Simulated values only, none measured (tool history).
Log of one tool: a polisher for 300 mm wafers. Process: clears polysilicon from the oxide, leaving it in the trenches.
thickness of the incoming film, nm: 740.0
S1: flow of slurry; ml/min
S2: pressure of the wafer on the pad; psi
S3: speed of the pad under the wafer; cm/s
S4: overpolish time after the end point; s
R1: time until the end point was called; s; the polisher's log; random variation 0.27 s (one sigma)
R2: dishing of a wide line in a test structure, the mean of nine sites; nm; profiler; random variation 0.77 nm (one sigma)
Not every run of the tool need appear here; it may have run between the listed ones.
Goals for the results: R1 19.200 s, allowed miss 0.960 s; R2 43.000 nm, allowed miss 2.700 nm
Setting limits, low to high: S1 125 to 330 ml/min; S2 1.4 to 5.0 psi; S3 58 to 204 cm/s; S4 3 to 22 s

Run 1, hour 0.0: S1 210 ml/min, S2 3.2 psi, S3 130 cm/s, S4 11 s. Result: R1 35.530 s, R2 43.989 nm.
Run 2, hour 8.2: S1 210 ml/min, S2 3.8 psi, S3 132 cm/s, S4 9 s. Result: R1 28.891 s, R2 42.628 nm.
Run 3, hour 12.5: S1 210 ml/min, S2 3.8 psi, S3 132 cm/s, S4 5 s. Result: R1 29.297 s, R2 41.641 nm.
Run 4, hour 18.2: S1 210 ml/min, S2 3.2 psi, S3 132 cm/s, S4 5 s. Result: R1 36.288 s, R2 40.590 nm.
Run 5, hour 24.8: S1 210 ml/min, S2 3.7 psi, S3 132 cm/s, S4 5 s. Result: R1 29.709 s, R2 43.023 nm.
Run 6, hour 26.9: S1 210 ml/min, S2 3.7 psi, S3 132 cm/s, S4 3 s. Result: R1 29.636 s, R2 36.059 nm.
Run 7, hour 31.4: S1 210 ml/min, S2 4.1 psi, S3 134 cm/s, S4 5 s. Result: R1 27.840 s, R2 43.272 nm.
Run 8, hour 33.8: S1 210 ml/min, S2 4.1 psi, S3 134 cm/s, S4 5 s. Result: R1 27.621 s, R2 43.316 nm.
Run 9, hour 36.6: S1 230 ml/min, S2 4.0 psi, S3 152 cm/s, S4 4 s. Result: R1 24.430 s, R2 41.652 nm.
Run 10, hour 41.6: S1 235 ml/min, S2 4.2 psi, S3 156 cm/s, S4 4 s. Result: R1 22.776 s, R2 41.906 nm.
At hour 49.3: head pressure recalibrated.
Run 11, hour 49.3: S1 235 ml/min, S2 4.4 psi, S3 158 cm/s, S4 4 s. Result: R1 23.227 s, R2 41.915 nm.
Run 12, hour 55.4: S1 235 ml/min, S2 4.4 psi, S3 158 cm/s, S4 4 s. Result: R1 23.898 s, R2 41.378 nm.
Run 13, hour 61.5: S1 235 ml/min, S2 4.6 psi, S3 168 cm/s, S4 4 s. Result: R1 20.858 s, R2 41.981 nm.
Run 14, hour 66.4: S1 235 ml/min, S2 4.7 psi, S3 170 cm/s, S4 4 s. Result: R1 20.249 s, R2 42.793 nm.

Which single option among these 4 for the next run brings every result within its allowed miss of target? Just one does.
Run A, hour 71.3: S1 235 ml/min, S2 4.5 psi, S3 152 cm/s, S4 9 s. Result: R1 ?, R2 ?.
Run B, hour 71.3: S1 225 ml/min, S2 4.3 psi, S3 160 cm/s, S4 7 s. Result: R1 ?, R2 ?.
Run C, hour 71.3: S1 225 ml/min, S2 4.1 psi, S3 204 cm/s, S4 5 s. Result: R1 ?, R2 ?.
Run D, hour 71.3: S1 320 ml/min, S2 4.0 psi, S3 186 cm/s, S4 8 s. Result: R1 ?, R2 ?.

move      R1      R2
   A  23.489  43.995
   B  23.461  43.769
   C  19.380  43.482
   D  21.049  43.991
A: further off than the last run
B: further off than the last run
C: each result inside its tolerance
D: further off than the last run
Correct choice: C, which meets every target
